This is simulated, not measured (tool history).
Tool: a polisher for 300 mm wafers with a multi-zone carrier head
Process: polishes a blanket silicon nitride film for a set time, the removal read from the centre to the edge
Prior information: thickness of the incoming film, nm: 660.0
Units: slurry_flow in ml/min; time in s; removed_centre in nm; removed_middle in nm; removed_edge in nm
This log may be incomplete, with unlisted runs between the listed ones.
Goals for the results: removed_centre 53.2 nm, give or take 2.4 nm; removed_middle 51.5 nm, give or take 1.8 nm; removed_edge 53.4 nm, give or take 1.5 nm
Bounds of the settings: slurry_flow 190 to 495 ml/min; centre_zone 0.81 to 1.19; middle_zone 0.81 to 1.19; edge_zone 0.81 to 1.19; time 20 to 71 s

| run | hour | slurry_flow | centre_zone | middle_zone | edge_zone | time | removed_centre | removed_middle | removed_edge |
|---|---|---|---|---|---|---|---|---|---|
| 1 | 0 | 320 | 1 | 1 | 1 | 45 | 86.326 | 85.844 | 88.042 |
| 2 | 4.1 | 320 | 1.05 | 1 | 1 | 45 | 88.822 | 85.835 | 87.856 |
| 3 | 6.7 | 320 | 1.05 | 1 | 1 | 50 | 101.34 | 96.527 | 99.867 |
| 4 | 12.5 | 315 | 1.04 | 0.99 | 0.99 | 47 | 92.952 | 88.437 | 92.467 |
| 5 | 17.2 | 240 | 1.04 | 0.99 | 0.99 | 47 | 92.458 | 86.606 | 90.984 |
| 6 | 19.3 | 240 | 1.04 | 0.99 | 1.03 | 47 | 91.143 | 86.94 | 91.433 |
| 7 | 26.2 | 240 | 1.04 | 0.99 | 1.02 | 44 | 84.935 | 81.969 | 85.872 |
| 8 | 31.5 | 240 | 1.04 | 0.99 | 1.01 | 42 | 79.717 | 78.909 | 80.495 |
| 9 | 34.9 | 240 | 1.04 | 0.99 | 1.01 | 42 | 81.98 | 78.679 | 82.321 |
| 10 | 40.8 | 240 | 1.04 | 0.99 | 1 | 40 | 79.519 | 75.125 | 77.956 |
| 11 | 43.7 | 240 | 1.03 | 0.99 | 1 | 38 | 72.72 | 70.094 | 73.788 |
| 12 | 52.6 | 240 | 1.03 | 0.99 | 0.99 | 36 | 68.108 | 66.076 | 69.164 |
| 13 | 61.3 | 240 | 1.03 | 0.99 | 0.97 | 35 | 68.199 | 65.003 | 66.112 |
| 14 | 66.4 | 240 | 1.01 | 0.98 | 0.96 | 34 | 63.599 | 62.943 | 64.95 |
| 15 | 70.9 | 240 | 1.01 | 0.97 | 0.95 | 33 | 64.087 | 60.852 | 62.152 |
| 16 | 78.1 | 240 | 0.99 | 0.96 | 0.94 | 33 | 61.717 | 60.118 | 62.539 |
| 17 | 79.1 | 240 | 0.98 | 0.96 | 0.93 | 32 | 58.568 | 59.098 | 61.159 |
| 18 | 83.5 | 240 | 0.98 | 0.95 | 0.92 | 32 | 58.283 | 57.409 | 60.419 |

Of the 5 settings listed for the next run, only one would bring every result within its allowed miss of target. Which one?
| A | 87.9 | 275 | 1.15 | 1.05 | 0.81 | 30 | ? | ? | ? |
| B | 87.9 | 220 | 1.19 | 0.99 | 0.85 | 29 | ? | ? | ? |
| C | 87.9 | 250 | 1 | 0.96 | 0.92 | 28 | ? | ? | ? |
| D | 87.9 | 190 | 1.18 | 0.88 | 0.96 | 30 | ? | ? | ? |
| E | 87.9 | 290 | 1.02 | 0.99 | 0.89 | 26 | ? | ? | ? |

| move | removed_centre | removed_middle | removed_edge |
|---|---|---|---|
| A | 63.903 | 58.133 | 54.903 |
| B | 62.528 | 52.643 | 53.16 |
| C | 52.535 | 50.009 | 52.804 |
| D | 63.423 | 48.844 | 56.491 |
| E | 50.164 | 48.125 | 48.937 |
A: roughly where the last run was
B: brings the last run's worst result on target, with another outside its allowed miss
C: in spec on every target
D: nearer than the last run, and not there yet
E: moves the result that the last run missed by most past its target, out the other side
Answer: C

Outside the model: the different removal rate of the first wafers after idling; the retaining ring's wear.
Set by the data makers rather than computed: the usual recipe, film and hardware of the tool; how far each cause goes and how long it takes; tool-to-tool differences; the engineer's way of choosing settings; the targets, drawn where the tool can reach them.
